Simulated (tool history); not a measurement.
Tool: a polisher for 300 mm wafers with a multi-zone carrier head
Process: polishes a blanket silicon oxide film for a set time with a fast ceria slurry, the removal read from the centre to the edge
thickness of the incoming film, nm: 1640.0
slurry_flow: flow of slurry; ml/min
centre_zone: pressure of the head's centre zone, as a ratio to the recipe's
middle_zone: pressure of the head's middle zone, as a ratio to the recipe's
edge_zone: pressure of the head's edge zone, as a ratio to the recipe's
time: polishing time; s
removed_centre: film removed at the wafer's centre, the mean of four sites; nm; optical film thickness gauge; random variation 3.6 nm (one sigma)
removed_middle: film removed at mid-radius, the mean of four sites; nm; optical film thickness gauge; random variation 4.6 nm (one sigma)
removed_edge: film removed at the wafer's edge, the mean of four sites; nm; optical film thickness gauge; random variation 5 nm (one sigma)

run,day,slurry_flow,centre_zone,middle_zone,edge_zone,time,removed_centre,removed_middle,removed_edge
1,0.000,240,1.00,1.00,1.00,42,470.58,475.25,485.24
2,0.371,235,0.97,0.98,0.99,39,421.33,414.80,435.32
3,0.583,235,0.91,0.98,0.99,39,401.44,439.24,438.56
4,0.688,235,0.91,1.05,0.99,39,391.80,457.12,436.69
5,0.775,195,0.91,1.05,0.99,39,381.49,441.01,416.58
6,0.946,165,0.91,1.05,0.99,39,353.50,416.83,413.57
7,1.304,160,0.90,1.03,0.98,37,338.16,394.72,384.39

Run 8 comes next. What will it give?
8,1.342,155,0.89,1.01,0.99,36,?,?,?

Run 8 gave removed_centre 327.27 nm, removed_middle 367.02 nm, removed_edge 369.53 nm.
